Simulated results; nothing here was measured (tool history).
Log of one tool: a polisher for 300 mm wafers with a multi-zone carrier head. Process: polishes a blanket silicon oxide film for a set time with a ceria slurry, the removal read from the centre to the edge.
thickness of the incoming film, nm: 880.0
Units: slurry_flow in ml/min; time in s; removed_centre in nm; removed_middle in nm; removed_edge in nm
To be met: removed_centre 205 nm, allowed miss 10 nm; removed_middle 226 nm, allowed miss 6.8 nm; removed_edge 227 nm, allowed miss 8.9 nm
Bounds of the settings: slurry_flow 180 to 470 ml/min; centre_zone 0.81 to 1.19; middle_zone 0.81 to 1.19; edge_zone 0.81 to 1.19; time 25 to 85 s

{"run": 1, "hour": 0.0, "slurry_flow": 300, "centre_zone": 1, "middle_zone": 1, "edge_zone": 1, "time": 55, "removed_centre": 321.58, "removed_middle": 318.17, "removed_edge": 301.97}
{"run": 2, "hour": 6.9, "slurry_flow": 300, "centre_zone": 1, "middle_zone": 1, "edge_zone": 1, "time": 67, "removed_centre": 395.91, "removed_middle": 389.21, "removed_edge": 369.09}
{"run": 3, "hour": 9.5, "slurry_flow": 290, "centre_zone": 0.96, "middle_zone": 0.98, "edge_zone": 0.98, "time": 61, "removed_centre": 337.96, "removed_middle": 349.36, "removed_edge": 325.43}
{"run": 4, "hour": 16.3, "slurry_flow": 290, "centre_zone": 0.96, "middle_zone": 0.92, "edge_zone": 0.98, "time": 61, "removed_centre": 349.63, "removed_middle": 334.53, "removed_edge": 331.93}
{"run": 5, "hour": 18.2, "slurry_flow": 280, "centre_zone": 0.93, "middle_zone": 0.91, "edge_zone": 0.98, "time": 56, "removed_centre": 306.58, "removed_middle": 310.83, "removed_edge": 309.8}
{"run": 6, "hour": 26.5, "slurry_flow": 280, "centre_zone": 0.93, "middle_zone": 0.91, "edge_zone": 0.98, "time": 51, "removed_centre": 281.87, "removed_middle": 279.63, "removed_edge": 269.56}
{"run": 7, "hour": 35.2, "slurry_flow": 270, "centre_zone": 0.9, "middle_zone": 0.9, "edge_zone": 1, "time": 48, "removed_centre": 253.87, "removed_middle": 256.83, "removed_edge": 262.17}
{"run": 8, "hour": 39.7, "slurry_flow": 265, "centre_zone": 0.88, "middle_zone": 0.9, "edge_zone": 0.99, "time": 46, "removed_centre": 235.34, "removed_middle": 249.28, "removed_edge": 251.6}
{"hour": 47.3, "done": "edge zone pressure recalibrated"}
{"run": 9, "hour": 47.3, "slurry_flow": 260, "centre_zone": 0.87, "middle_zone": 0.89, "edge_zone": 0.98, "time": 45, "removed_centre": 231.05, "removed_middle": 241.2, "removed_edge": 257.42}

4 next moves are on the table. One of them brings every result within its allowed miss. Which?
{"run": "A", "hour": 54.9, "slurry_flow": 440, "centre_zone": 1.15, "middle_zone": 1.11, "edge_zone": 0.98, "time": 39, "removed_centre": "?", "removed_middle": "?", "removed_edge": "?"}
{"run": "B", "hour": 54.9, "slurry_flow": 375, "centre_zone": 1.15, "middle_zone": 0.94, "edge_zone": 0.94, "time": 41, "removed_centre": "?", "removed_middle": "?", "removed_edge": "?"}
{"run": "C", "hour": 54.9, "slurry_flow": 415, "centre_zone": 0.9, "middle_zone": 0.97, "edge_zone": 1.06, "time": 38, "removed_centre": "?", "removed_middle": "?", "removed_edge": "?"}
{"run": "D", "hour": 54.9, "slurry_flow": 390, "centre_zone": 0.98, "middle_zone": 0.97, "edge_zone": 0.91, "time": 45, "removed_centre": "?", "removed_middle": "?", "removed_edge": "?"}

move=A removed_centre=270.38 removed_middle=246.79 removed_edge=222.96
move=B removed_centre=280.28 removed_middle=232.2 removed_edge=228.05
move=C removed_centre=204.72 removed_middle=221.15 removed_edge=225.29
move=D removed_centre=262.8 removed_middle=260.6 removed_edge=247.09
A: brings the result that was furthest off to its target, and leaves another outside
B: brings the result that was furthest off to its target, and leaves another outside
C: meets every target
D: further off than the last run
Answer: C
